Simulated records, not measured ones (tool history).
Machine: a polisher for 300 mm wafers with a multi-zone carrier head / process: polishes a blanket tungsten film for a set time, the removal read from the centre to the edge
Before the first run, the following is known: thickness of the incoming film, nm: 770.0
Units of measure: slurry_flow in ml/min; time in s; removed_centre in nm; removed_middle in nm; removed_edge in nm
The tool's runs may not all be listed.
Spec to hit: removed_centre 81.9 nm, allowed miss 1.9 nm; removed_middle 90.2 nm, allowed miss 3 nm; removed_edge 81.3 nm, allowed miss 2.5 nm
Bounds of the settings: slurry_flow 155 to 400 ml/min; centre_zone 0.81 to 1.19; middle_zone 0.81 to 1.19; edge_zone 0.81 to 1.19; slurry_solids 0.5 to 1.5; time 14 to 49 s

| run | day | slurry_flow | centre_zone | middle_zone | edge_zone | slurry_solids | time | removed_centre | removed_middle | removed_edge |
|---|---|---|---|---|---|---|---|---|---|---|
| 1 | 0 | 255 | 1 | 1 | 1 | 1 | 31 | 118.77 | 106.92 | 109.07 |
| 2 | 0.354 | 205 | 1 | 1 | 1 | 1 | 31 | 117.57 | 107.51 | 108.41 |
| 3 | 0.588 | 200 | 0.96 | 1.01 | 0.95 | 0.85 | 30 | 107.22 | 100.38 | 97.449 |
| 4 | 0.612 | 195 | 0.91 | 1.03 | 0.94 | 0.75 | 29 | 94.594 | 97.168 | 93.128 |
| 5 | 0.729 | 195 | 0.91 | 1.03 | 0.94 | 0.85 | 29 | 97.544 | 100.07 | 94.17 |
| 6 | 1.054 | 195 | 0.91 | 1.03 | 0.94 | 0.7 | 29 | 95.333 | 95.427 | 92.734 |
|  | 1.162 | centre zone pressure recalibrated |
| 7 | 1.162 | 190 | 0.88 | 1.03 | 0.9 | 0.65 | 29 | 84.241 | 93.842 | 88.838 |
| 8 | 1.346 | 185 | 0.9 | 1.03 | 0.87 | 0.65 | 29 | 85.185 | 91.794 | 87.48 |
| 9 | 1.683 | 185 | 0.91 | 1.05 | 0.85 | 0.65 | 29 | 86.287 | 95.482 | 85.828 |
| 10 | 1.896 | 185 | 0.91 | 1.05 | 0.84 | 0.65 | 29 | 87.273 | 95.296 | 85.479 |
| 11 | 1.938 | 185 | 0.91 | 1.05 | 0.83 | 0.65 | 29 | 86.2 | 93.624 | 86.717 |
| 12 | 2.188 | 180 | 0.92 | 1.06 | 0.82 | 0.6 | 29 | 84.806 | 94.543 | 82.77 |
| 13 | 2.342 | 175 | 0.92 | 1.05 | 0.82 | 0.6 | 29 | 85.671 | 95.068 | 85.222 |
| 14 | 2.642 | 190 | 0.92 | 1.05 | 0.82 | 0.55 | 29 | 84.776 | 94.015 | 82.61 |
| 15 | 2.929 | 190 | 0.92 | 1.05 | 0.82 | 0.55 | 29 | 84.363 | 92.451 | 83.343 |
| 16 | 2.992 | 190 | 0.92 | 1.05 | 0.82 | 0.55 | 29 | 85.4 | 92.713 | 83.736 |
| 17 | 3.225 | 185 | 0.92 | 1.05 | 0.82 | 0.55 | 29 | 84.889 | 90.97 | 83.614 |

Which of these 4 next moves meets every target?
| A | 3.458 | 165 | 0.98 | 0.97 | 0.81 | 0.65 | 29 | ? | ? | ? |
| B | 3.458 | 175 | 0.91 | 1.02 | 0.84 | 0.5 | 30 | ? | ? | ? |
| C | 3.458 | 180 | 0.91 | 1.06 | 0.81 | 0.75 | 27 | ? | ? | ? |
| D | 3.458 | 155 | 0.88 | 0.99 | 0.87 | 0.5 | 30 | ? | ? | ? |

| move | removed_centre | removed_middle | removed_edge |
|---|---|---|---|
| A | 90.192 | 87.643 | 83.415 |
| B | 84.407 | 91.7 | 84.822 |
| C | 80.63 | 90.463 | 79.617 |
| D | 80.968 | 88.629 | 85.632 |
A: moves away from the targets compared with the last run
B: moves toward the targets from the last run without getting all of them in spec
C: all results land within tolerance of their targets
D: meets the target for the result that was furthest off, but another lies outside its allowed miss
Answer: C

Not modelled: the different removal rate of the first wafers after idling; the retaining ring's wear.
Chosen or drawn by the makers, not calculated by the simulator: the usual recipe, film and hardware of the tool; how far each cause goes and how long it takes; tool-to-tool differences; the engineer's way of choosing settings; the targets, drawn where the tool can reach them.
